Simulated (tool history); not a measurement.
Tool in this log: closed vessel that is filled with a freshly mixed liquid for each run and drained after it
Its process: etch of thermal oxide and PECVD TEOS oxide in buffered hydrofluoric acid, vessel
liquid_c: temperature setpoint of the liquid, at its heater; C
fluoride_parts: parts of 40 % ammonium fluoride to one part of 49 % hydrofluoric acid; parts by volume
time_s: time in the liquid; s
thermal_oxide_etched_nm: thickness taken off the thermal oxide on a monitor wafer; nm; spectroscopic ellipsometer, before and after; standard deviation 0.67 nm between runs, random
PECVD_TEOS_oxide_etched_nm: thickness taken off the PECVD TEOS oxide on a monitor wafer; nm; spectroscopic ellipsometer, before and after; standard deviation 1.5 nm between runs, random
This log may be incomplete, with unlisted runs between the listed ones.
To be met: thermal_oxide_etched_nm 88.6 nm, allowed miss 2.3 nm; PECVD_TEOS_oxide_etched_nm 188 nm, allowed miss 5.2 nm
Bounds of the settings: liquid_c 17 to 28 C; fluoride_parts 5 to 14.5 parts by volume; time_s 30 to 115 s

| run | hour | liquid_c | fluoride_parts | time_s | thermal_oxide_etched_nm | PECVD_TEOS_oxide_etched_nm |
|---|---|---|---|---|---|---|
| 1 | 0 | 20 | 9 | 60 | 71.092 | 152.48 |
| 2 | 3 | 20.5 | 9 | 60 | 73.691 | 158.05 |
| 3 | 5.4 | 20.5 | 10 | 60 | 68.82 | 146.14 |
| 4 | 9.2 | 23 | 10 | 60 | 78.519 | 167.27 |
| 5 | 15.7 | 23 | 12.5 | 60 | 62.906 | 135.1 |
| 6 | 21.2 | 26 | 12.5 | 60 | 74.284 | 159.66 |
| 7 | 30 | 27 | 12 | 60 | 82.325 | 173.75 |
| 8 | 34.4 | 27.5 | 12 | 60 | 84.658 | 181.87 |

Which of these 4 next moves meets every target?
| A | 38.8 | 24 | 11 | 65 | ? | ? |
| B | 38.8 | 17.5 | 8 | 70 | ? | ? |
| C | 38.8 | 26 | 9.5 | 55 | ? | ? |
| D | 38.8 | 23.5 | 9 | 55 | ? | ? |

| move | thermal_oxide_etched_nm | PECVD_TEOS_oxide_etched_nm |
|---|---|---|
| A | 83.16 | 173.92 |
| B | 83.546 | 174.73 |
| C | 88.708 | 185.52 |
| D | 80.303 | 167.94 |
A: moves away from the targets compared with the last run
B: moves away from the targets compared with the last run
C: all results in spec
D: moves away from the targets compared with the last run
C is the move that brings every result within its allowed miss.
